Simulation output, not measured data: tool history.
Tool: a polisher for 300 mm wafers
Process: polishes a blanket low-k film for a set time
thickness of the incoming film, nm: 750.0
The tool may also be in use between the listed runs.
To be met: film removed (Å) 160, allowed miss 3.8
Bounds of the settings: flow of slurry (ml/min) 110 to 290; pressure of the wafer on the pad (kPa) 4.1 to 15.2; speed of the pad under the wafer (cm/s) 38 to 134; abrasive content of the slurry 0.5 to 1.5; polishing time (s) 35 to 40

run,hour,flow of slurry (ml/min),pressure of the wafer on the pad (kPa),speed of the pad under the wafer (cm/s),abrasive content of the slurry,polishing time (s),film removed (Å)
1,0,185,9.7,86,1,40,121.92
2,2.9,195,10.3,86,1,40,129.01
3,10.4,195,9,86,1,40,118.23
4,11.1,210,9.7,86,1,40,122.98
5,19.9,210,10.3,86,1,40,128.65
6,23.5,210,10.3,86,0.85,40,118.11
7,31.9,210,11,86,0.85,40,124.72
8,35.9,210,11,86,0.85,40,122.49
9,38.2,210,11.7,86,0.85,40,128.54
10,43.1,210,12.4,86,0.85,40,132.9
11,45.6,210,13.1,86,0.85,40,140.94
12,48.1,210,13.8,86,0.85,40,144.7
13,54.4,215,14.5,88,0.85,40,151.56

Which of these 5 next moves meets every target?
A,60.7,230,13.1,80,1.05,37,?
B,60.7,200,15.2,106,0.9,36,?
C,60.7,230,12.4,92,0.9,38,?
D,60.7,195,13.8,70,1.05,36,?
E,60.7,230,13.8,88,0.85,39,?

move,film removed (Å)
A,144.45
B,162.24
C,138.97
D,135.11
E,145.4
A: further off than the last run
B: meets every target
C: further off than the last run
D: further off than the last run
E: further off than the last run
Move B is the one to make.
